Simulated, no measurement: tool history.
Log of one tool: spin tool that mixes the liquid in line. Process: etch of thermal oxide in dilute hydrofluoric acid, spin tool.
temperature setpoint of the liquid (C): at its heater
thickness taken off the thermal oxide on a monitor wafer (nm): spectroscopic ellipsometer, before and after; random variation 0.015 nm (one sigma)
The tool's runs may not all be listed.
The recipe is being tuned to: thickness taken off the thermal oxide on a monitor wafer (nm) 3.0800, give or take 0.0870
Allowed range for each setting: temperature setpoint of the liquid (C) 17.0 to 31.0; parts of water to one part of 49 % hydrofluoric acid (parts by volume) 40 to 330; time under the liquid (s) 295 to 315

run	hour	temperature setpoint of the liquid (C)	parts of water to one part of 49 % hydrofluoric acid (parts by volume)	time under the liquid (s)	thickness taken off the thermal oxide on a monitor wafer (nm)
1	0.0	23.0	185	295	5.7719
2	8.8	22.5	190	295	5.4707
3	10.7	22.5	190	295	5.5055
4	13.9	22.5	240	295	4.1561
5	18.5	22.5	240	315	4.4015
6	20.5	22.5	190	315	5.8441
7	25.6	22.5	190	315	5.8414
8	30.1	22.0	200	315	5.3691
9	32.7	18.0	270	315	3.2217

Exactly one of the 4 candidate moves below puts every result within its allowed miss. Which one?
A	35.3	17.0	275	295	?
B	35.3	17.0	280	300	?
C	35.3	19.0	275	295	?
D	35.3	17.0	280	310	?

move	thickness taken off the thermal oxide on a monitor wafer (nm)
A	2.8159
B	2.8006
C	3.0377
D	2.8939
A: pushes the last run's worst result past its target
B: pushes the last run's worst result past its target
C: meets every target
D: pushes the last run's worst result past its target
Go with C: it meets all targets.
